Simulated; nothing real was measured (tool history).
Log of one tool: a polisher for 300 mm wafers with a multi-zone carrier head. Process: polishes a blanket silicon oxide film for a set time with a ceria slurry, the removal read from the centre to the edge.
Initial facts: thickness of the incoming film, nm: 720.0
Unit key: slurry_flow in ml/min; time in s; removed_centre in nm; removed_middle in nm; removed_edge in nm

run  hour  slurry_flow  centre_zone  middle_zone  edge_zone  time  removed_centre  removed_middle  removed_edge
  1   0.0          265         1.00         1.00       1.00    34          261.74          254.31        252.73
  2   7.1          230         1.00         1.00       1.00    34          254.17          245.34        251.86
  3   8.9          265         1.00         0.99       0.97    30          231.03          227.56        220.97
  4  17.9          265         1.00         0.99       0.91    30          226.24          221.14        209.15
  5  22.2          265         1.00         0.97       0.89    28          213.55          205.57        199.12
  6  28.1          265         1.00         0.97       0.95    28          215.49          208.02        204.63
  7  35.1          265         1.00         0.97       0.92    27          208.35          196.13        190.54
  8  39.0          255         1.00         0.97       0.89    27          206.16          195.56        191.33
  9  47.1          255         1.00         0.97       0.87    26          196.92          195.45        177.29
 10  52.5          245         1.00         0.95       0.86    26          193.50          190.87        180.27
 11  58.9          250         1.01         0.94       0.85    26          200.37          181.16        176.69
 12  61.2          240         1.01         0.94       0.84    26          198.20          184.60        176.44

Expected results for the next run?
 13  69.3          235         1.01         0.94       0.83    26               ?               ?             ?

{"run 13": {"removed_centre": 198.34, "removed_middle": 184.12, "removed_edge": 175.12}}

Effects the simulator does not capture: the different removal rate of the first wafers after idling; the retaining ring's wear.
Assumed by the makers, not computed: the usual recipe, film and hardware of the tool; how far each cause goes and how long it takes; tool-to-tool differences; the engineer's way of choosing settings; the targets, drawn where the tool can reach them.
